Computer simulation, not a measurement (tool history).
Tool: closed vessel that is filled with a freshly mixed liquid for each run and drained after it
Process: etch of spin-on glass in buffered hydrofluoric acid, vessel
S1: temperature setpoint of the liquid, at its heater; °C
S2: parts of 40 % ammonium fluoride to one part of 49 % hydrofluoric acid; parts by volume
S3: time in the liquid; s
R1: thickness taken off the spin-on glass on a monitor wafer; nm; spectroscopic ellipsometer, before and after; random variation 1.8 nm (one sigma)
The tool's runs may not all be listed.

run  hour    S1    S2  S3       R1
  1   0.0  21.0  11.0  30   82.728
  2   8.6  22.0  10.5  30   89.399
  3   9.3  23.0  10.0  30  100.200
  4  15.5  23.0  10.0  30   99.149
  5  21.1  20.0  10.0  30   84.531
  6  26.4  21.0   9.5  30   93.383
  7  31.9  22.0   9.0  30  102.450
  8  37.1  23.0   8.5  30  113.190
  9  40.7  24.0   8.0  30  129.240
 10  42.7  24.5   8.0  30  131.210
 11  46.0  24.5   8.0  30  129.550
 12  50.6  25.0   8.0  30  136.270
 13  53.7  25.5   8.0  30  137.690
 14  54.7  29.0   6.0  30  219.800
 15  57.7  29.0   6.0  30  219.180

Forecast run 16:
 16  65.3  28.5  6.0  30   ?

{"run 16": {"R1": 217.09}}
